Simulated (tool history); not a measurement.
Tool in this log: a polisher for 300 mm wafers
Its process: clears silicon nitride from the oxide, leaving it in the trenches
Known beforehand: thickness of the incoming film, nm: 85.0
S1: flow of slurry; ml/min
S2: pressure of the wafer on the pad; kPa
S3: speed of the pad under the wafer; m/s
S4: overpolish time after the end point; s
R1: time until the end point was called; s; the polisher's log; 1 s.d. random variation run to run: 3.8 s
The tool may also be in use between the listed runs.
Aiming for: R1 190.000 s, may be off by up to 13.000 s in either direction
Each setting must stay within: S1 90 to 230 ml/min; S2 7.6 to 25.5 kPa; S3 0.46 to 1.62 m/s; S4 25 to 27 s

run 1 day=0.000 | S1=150 S2=16.5 S3=1.04 S4=25 | R1=98.201
run 2 day=0.062 | S1=150 S2=16.5 S3=1.04 S4=25 | R1=103.330
run 3 day=0.246 | S1=150 S2=16.5 S3=1.18 S4=25 | R1=91.387
run 4 day=0.554 | S1=115 S2=16.5 S3=1.18 S4=25 | R1=95.246
run 5 day=0.871 | S1=115 S2=16.5 S3=1.18 S4=25 | R1=95.784
run 6 day=1.038 | S1=115 S2=16.5 S3=1.28 S4=25 | R1=90.781
run 7 day=1.096 | S1=105 S2=12.4 S3=1.00 S4=25 | R1=141.950
run 8 day=1.333 | S1=105 S2=11.0 S3=0.98 S4=25 | R1=157.000
run 9 day=1.408 | S1=105 S2=10.3 S3=0.96 S4=25 | R1=173.500

Which single option among these 5 for the next run brings every result within its allowed miss of target? Just one does.
run A day=1.483 | S1=90 S2=9.7 S3=0.94 S4=25 | R1=?
run B day=1.483 | S1=100 S2=11.0 S3=1.10 S4=27 | R1=?
run C day=1.483 | S1=95 S2=10.3 S3=1.08 S4=27 | R1=?
run D day=1.483 | S1=95 S2=11.0 S3=1.02 S4=26 | R1=?
run E day=1.483 | S1=95 S2=13.8 S3=0.90 S4=25 | R1=?

move=A R1=192.970
move=B R1=147.720
move=C R1=159.820
move=D R1=159.970
move=E R1=149.540
A: every result within its allowed miss
B: the biggest miss grows against the last run
C: the biggest miss grows against the last run
D: the biggest miss grows against the last run
E: the biggest miss grows against the last run
The move that meets every target is A.
